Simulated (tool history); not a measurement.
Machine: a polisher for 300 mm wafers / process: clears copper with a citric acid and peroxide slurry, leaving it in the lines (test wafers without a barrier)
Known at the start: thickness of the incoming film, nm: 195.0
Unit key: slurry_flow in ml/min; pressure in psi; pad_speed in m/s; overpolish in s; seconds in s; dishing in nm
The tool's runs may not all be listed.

| run | hour | slurry_flow | pressure | pad_speed | slurry_solids | overpolish | seconds | dishing |
|---|---|---|---|---|---|---|---|---|
| 1 | 0.0 | 265 | 3.5 | 1.00 | 1.0 | 24 | 71.176 | 39.074 |
| 2 | 8.0 | 320 | 3.5 | 1.00 | 1.0 | 24 | 69.892 | 41.089 |
| 3 | 9.3 | 370 | 3.5 | 1.00 | 1.0 | 24 | 69.480 | 41.208 |
| 4 | 15.5 | 370 | 3.2 | 1.00 | 1.0 | 26 | 74.140 | 43.332 |
| 5 | 22.2 | 370 | 2.9 | 1.00 | 1.0 | 27 | 76.279 | 42.374 |
| 6 | 24.2 | 370 | 3.3 | 1.00 | 1.0 | 27 | 72.695 | 42.148 |
| 7 | 24.8 | 370 | 2.9 | 1.00 | 1.0 | 28 | 78.384 | 42.182 |
| 8 | 32.6 | 370 | 2.6 | 1.00 | 1.0 | 29 | 81.886 | 41.265 |
| 9 | 37.9 | 370 | 2.6 | 1.00 | 1.0 | 29 | 81.247 | 41.078 |
| 10 | 43.8 | 370 | 2.3 | 1.00 | 1.0 | 31 | 86.713 | 42.359 |

For run 11, what comes out?
| 11 | 45.6 | 370 | 2.1 | 1.00 | 1.0 | 32 | ? | ? |

seconds: 90.996 s
dishing: 41.709 nm
